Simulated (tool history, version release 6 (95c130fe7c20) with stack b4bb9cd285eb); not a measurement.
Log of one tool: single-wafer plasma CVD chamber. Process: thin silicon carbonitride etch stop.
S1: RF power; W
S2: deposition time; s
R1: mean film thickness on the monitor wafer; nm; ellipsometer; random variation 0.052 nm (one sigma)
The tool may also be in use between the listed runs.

{"run": 1, "day": 0.0, "S1": 195, "S2": 20.9, "R1": 12.379}
{"run": 2, "day": 0.038, "S1": 190, "S2": 20.3, "R1": 11.893}
{"run": 3, "day": 0.146, "S1": 185, "S2": 19.8, "R1": 11.472}
{"run": 4, "day": 0.246, "S1": 185, "S2": 21, "R1": 12.225}
{"run": 5, "day": 0.292, "S1": 185, "S2": 18.2, "R1": 10.564}
{"run": 6, "day": 0.4, "S1": 180, "S2": 18, "R1": 10.369}

Run 7 comes next. What will it give?
{"run": 7, "day": 0.771, "S1": 180, "S2": 18, "R1": "?"}

{"run 7": {"R1": 10.367}}
